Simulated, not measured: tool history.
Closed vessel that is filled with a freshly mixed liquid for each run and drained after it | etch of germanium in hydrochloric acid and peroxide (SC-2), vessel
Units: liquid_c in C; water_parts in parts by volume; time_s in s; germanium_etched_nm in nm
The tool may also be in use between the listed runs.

{"run": 1, "hour": 0.0, "liquid_c": 58.0, "water_parts": 6.5, "time_s": 95, "germanium_etched_nm": 386.03}
{"run": 2, "hour": 8.3, "liquid_c": 58.0, "water_parts": 5.5, "time_s": 95, "germanium_etched_nm": 381.88}
{"run": 3, "hour": 9.0, "liquid_c": 58.0, "water_parts": 5.5, "time_s": 95, "germanium_etched_nm": 384.57}
{"run": 4, "hour": 16.5, "liquid_c": 63.5, "water_parts": 5.5, "time_s": 95, "germanium_etched_nm": 454.75}
{"run": 5, "hour": 22.2, "liquid_c": 59.5, "water_parts": 5.5, "time_s": 95, "germanium_etched_nm": 403.85}
{"run": 6, "hour": 30.0, "liquid_c": 61.0, "water_parts": 5.5, "time_s": 95, "germanium_etched_nm": 420.68}

For run 7, what comes out?
{"run": 7, "hour": 35.7, "liquid_c": 62.5, "water_parts": 5.5, "time_s": 95, "germanium_etched_nm": "?"}

germanium_etched_nm: 435.55 nm
